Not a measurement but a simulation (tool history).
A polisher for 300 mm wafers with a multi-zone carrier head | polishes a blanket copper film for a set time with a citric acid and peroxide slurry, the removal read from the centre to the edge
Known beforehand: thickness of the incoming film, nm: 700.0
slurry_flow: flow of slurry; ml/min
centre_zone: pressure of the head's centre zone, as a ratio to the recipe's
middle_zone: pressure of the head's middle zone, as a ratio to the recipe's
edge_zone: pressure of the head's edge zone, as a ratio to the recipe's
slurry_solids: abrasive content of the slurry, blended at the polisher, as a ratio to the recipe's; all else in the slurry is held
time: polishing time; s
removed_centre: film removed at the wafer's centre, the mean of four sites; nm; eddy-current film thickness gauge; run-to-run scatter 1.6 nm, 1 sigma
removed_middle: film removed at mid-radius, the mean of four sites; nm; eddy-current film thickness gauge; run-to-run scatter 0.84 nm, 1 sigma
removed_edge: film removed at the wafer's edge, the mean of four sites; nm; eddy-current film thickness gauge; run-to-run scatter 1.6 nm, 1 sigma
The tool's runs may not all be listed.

Run 1, hour 0: slurry_flow 255 ml/min, centre_zone 1, middle_zone 1, edge_zone 1, slurry_solids 1, time 71 s. Result: removed_centre 90.515 nm, removed_middle 90.025 nm, removed_edge 89.704 nm.
Run 2, hour 7.1: slurry_flow 310 ml/min, centre_zone 1, middle_zone 1, edge_zone 1, slurry_solids 1, time 71 s. Result: removed_centre 93.581 nm, removed_middle 91.42 nm, removed_edge 93.508 nm.
Run 3, hour 10.8: slurry_flow 315 ml/min, centre_zone 1, middle_zone 1, edge_zone 1.02, slurry_solids 1.05, time 71 s. Result: removed_centre 95.036 nm, removed_middle 92.319 nm, removed_edge 93.905 nm.
Run 4, hour 13.7: slurry_flow 315 ml/min, centre_zone 1, middle_zone 1, edge_zone 1.02, slurry_solids 0.85, time 71 s. Result: removed_centre 91.926 nm, removed_middle 88.133 nm, removed_edge 87.832 nm.
Run 5, hour 21.5: slurry_flow 315 ml/min, centre_zone 1.06, middle_zone 1, edge_zone 1.02, slurry_solids 0.85, time 71 s. Result: removed_centre 96.531 nm, removed_middle 88.172 nm, removed_edge 87.977 nm.
Run 6, hour 28.3: slurry_flow 355 ml/min, centre_zone 1.06, middle_zone 1, edge_zone 1.02, slurry_solids 0.85, time 71 s. Result: removed_centre 97.409 nm, removed_middle 90.182 nm, removed_edge 88.648 nm.
Run 7, hour 37.1: slurry_flow 350 ml/min, centre_zone 1.05, middle_zone 1, edge_zone 1.03, slurry_solids 0.9, time 72 s. Result: removed_centre 100.06 nm, removed_middle 90.628 nm, removed_edge 94.292 nm.
Run 8, hour 41.6: slurry_flow 350 ml/min, centre_zone 1.05, middle_zone 1.01, edge_zone 1.04, slurry_solids 0.95, time 72 s. Result: removed_centre 99.734 nm, removed_middle 92.551 nm, removed_edge 93.627 nm.
Run 9, hour 48.1: slurry_flow 350 ml/min, centre_zone 1.04, middle_zone 1.01, edge_zone 1.04, slurry_solids 1, time 73 s. Result: removed_centre 102.32 nm, removed_middle 97.152 nm, removed_edge 98.085 nm.
Run 10, hour 54.5: slurry_flow 350 ml/min, centre_zone 1.04, middle_zone 1.01, edge_zone 1.05, slurry_solids 1.05, time 73 s. Result: removed_centre 99.315 nm, removed_middle 96.934 nm, removed_edge 96.897 nm.

Run 11, settings as shown, results not yet in. Your forecast:
Run 11, hour 61.3: slurry_flow 350 ml/min, centre_zone 1.04, middle_zone 1, edge_zone 1.05, slurry_solids 1.1, time 74 s. Result: removed_centre ?, removed_middle ?, removed_edge ?.

removed_centre: 103.63 nm
removed_middle: 98.359 nm
removed_edge: 100.63 nm
